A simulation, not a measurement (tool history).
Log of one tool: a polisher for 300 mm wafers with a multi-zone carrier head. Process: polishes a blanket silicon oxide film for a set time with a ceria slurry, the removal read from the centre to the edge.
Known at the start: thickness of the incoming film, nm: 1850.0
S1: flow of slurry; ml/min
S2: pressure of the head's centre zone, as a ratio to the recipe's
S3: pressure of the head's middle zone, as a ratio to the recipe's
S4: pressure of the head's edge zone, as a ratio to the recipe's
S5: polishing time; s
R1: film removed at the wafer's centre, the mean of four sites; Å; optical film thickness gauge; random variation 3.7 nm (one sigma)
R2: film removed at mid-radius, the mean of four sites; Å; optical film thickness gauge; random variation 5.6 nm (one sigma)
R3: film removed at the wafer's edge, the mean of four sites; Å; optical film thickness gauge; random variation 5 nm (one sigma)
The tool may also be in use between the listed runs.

run  hour   S1    S2    S3    S4  S5      R1      R2      R3
  1   0.0  245  1.00  1.00  1.00  84  5439.9  5416.5  5341.6
  2   7.8  245  1.07  1.00  1.00  84  5834.1  5389.5  5459.3
  3  15.8  300  1.07  1.00  1.00  84  5947.6  5435.5  5580.0
  4  21.3  300  1.14  1.00  1.00  84  6408.1  5550.6  5561.4
  5  23.3  300  1.14  1.00  1.00  63  4801.6  4135.4  4167.2
  6  32.0  300  1.14  1.00  1.00  45  3384.7  2971.2  2953.0
  7  39.8  300  1.10  1.03  1.02  50  3722.8  3378.1  3351.5

Forecast run 8:
  8  42.3  290  1.05  1.06  1.02  54   ?   ?   ?

Run 8 gave R1 3696.7 Å, R2 3718.8 Å, R3 3595.9 Å.
